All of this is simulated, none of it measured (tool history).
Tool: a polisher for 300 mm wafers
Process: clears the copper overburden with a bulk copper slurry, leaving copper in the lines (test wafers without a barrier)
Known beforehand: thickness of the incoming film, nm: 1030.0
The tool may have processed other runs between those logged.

run	hour	flow of slurry (ml/min)	pressure of the wafer on the pad (psi)	speed of the pad under the wafer (cm/s)	abrasive content of the slurry	overpolish time after the end point (s)	time until the end point was called (s)	dishing of a wide line in a test structure (Å)
1	0	200	3	136	1	13	101.68	734.35
2	8.2	200	2.9	136	1	12	106.14	688.99
3	12.1	200	2.9	110	1	12	125.55	588.8
4	20.6	200	2.3	110	1	12	147.67	545.73
5	26.8	205	2.4	108	1	11	145.36	507.13
6	33.7	210	2.5	108	1	10	140.06	492.23
7	36.4	215	2.5	108	1	9	137.3	434.66

Forecast run 8:
8	40	220	2.5	108	1	9	?	?

Logged for run 8: time until the end point was called (s) 139.71, dishing of a wide line in a test structure (Å) 455.4.
